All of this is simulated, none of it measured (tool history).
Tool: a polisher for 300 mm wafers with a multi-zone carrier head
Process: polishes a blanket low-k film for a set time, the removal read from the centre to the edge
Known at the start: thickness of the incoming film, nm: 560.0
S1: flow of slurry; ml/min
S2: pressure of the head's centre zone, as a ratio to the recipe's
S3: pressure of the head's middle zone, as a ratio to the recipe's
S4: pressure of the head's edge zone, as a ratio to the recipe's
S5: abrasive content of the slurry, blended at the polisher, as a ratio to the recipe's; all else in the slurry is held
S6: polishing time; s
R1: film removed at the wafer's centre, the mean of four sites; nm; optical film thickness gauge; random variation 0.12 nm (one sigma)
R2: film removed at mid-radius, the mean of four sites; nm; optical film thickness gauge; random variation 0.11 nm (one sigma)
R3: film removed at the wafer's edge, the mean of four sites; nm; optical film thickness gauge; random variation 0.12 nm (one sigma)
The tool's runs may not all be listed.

run	hour	S1	S2	S3	S4	S5	S6	R1	R2	R3
1	0.0	255	1.00	1.00	1.00	1.00	63	19.354	18.991	19.226
2	4.9	255	1.00	1.00	1.04	1.00	63	19.395	18.998	19.730
3	5.7	250	1.00	0.97	1.03	0.90	60	17.822	16.793	18.028
4	13.0	250	1.00	0.97	1.03	0.90	49	14.355	13.854	14.695
5	14.8	250	1.00	0.97	1.03	0.90	57	16.654	16.353	17.200
6	20.4	250	1.02	0.94	1.03	0.85	54	15.762	14.312	15.881
7	27.9	225	0.93	0.84	0.93	0.60	51	11.646	10.735	12.460
8	32.8	220	0.94	0.83	0.93	0.60	51	11.832	10.685	12.461

Run 9 comes next. What will it give?
9	36.3	220	0.94	0.83	0.93	0.60	51	?	?	?

R1: 11.746 nm
R2: 10.722 nm
R3: 12.381 nm
